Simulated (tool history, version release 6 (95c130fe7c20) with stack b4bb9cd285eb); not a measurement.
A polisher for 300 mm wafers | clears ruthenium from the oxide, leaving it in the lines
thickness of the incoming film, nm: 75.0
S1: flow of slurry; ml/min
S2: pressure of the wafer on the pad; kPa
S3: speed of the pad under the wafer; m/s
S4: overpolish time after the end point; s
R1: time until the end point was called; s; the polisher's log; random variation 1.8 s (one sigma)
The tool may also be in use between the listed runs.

run	day	S1	S2	S3	S4	R1
1	0.000	225	11.0	0.78	8	129.64
2	0.133	225	11.7	0.78	8	120.72
3	0.454	225	11.7	0.78	8	123.83
4	0.496	250	11.7	0.78	8	117.24
5	0.542	250	11.7	0.68	8	142.31
6	0.775	250	11.7	0.78	8	121.55

Run 7 comes next. What will it give?
7	0.912	250	12.4	0.78	8	?

Run 7 gave R1 112.17 s.

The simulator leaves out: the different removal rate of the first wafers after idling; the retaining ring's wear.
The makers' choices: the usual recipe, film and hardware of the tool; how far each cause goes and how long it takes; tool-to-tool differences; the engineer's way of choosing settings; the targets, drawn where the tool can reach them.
